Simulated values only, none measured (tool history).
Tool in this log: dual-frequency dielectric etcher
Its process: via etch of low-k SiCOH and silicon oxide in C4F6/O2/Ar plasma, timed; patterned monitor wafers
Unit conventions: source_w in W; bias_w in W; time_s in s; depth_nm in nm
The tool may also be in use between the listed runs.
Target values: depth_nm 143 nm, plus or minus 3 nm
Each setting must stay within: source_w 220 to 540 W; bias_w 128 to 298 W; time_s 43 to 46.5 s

run	hour	source_w	bias_w	time_s	depth_nm
1	0	380	213	46.5	126.05
2	3.3	380	246	46.5	131.74
3	11.1	320	246	46.5	117.88
4	13.1	370	246	46.5	129.16
5	14.4	320	246	46.5	117.78
6	16.5	320	246	43	108.53
7	20.4	340	247	43	113.4
8	28.6	340	247	43	113.46
9	33.3	350	248	43	115.79
10	33.9	360	249	43	117.77
11	39.2	440	269	43.5	138.2

Of the 4 settings listed for the next run, only one would bring every result within its allowed miss of target. Which one?
A	44.5	420	252	44.5	?
B	44.5	420	294	43	?
C	44.5	450	245	46	?
D	44.5	460	241	43	?

move	depth_nm
A	134.39
B	136.33
C	143.25
D	134.89
A: further off than the last run
B: further off than the last run
C: in spec on every target
D: further off than the last run
Move C is the one to make.
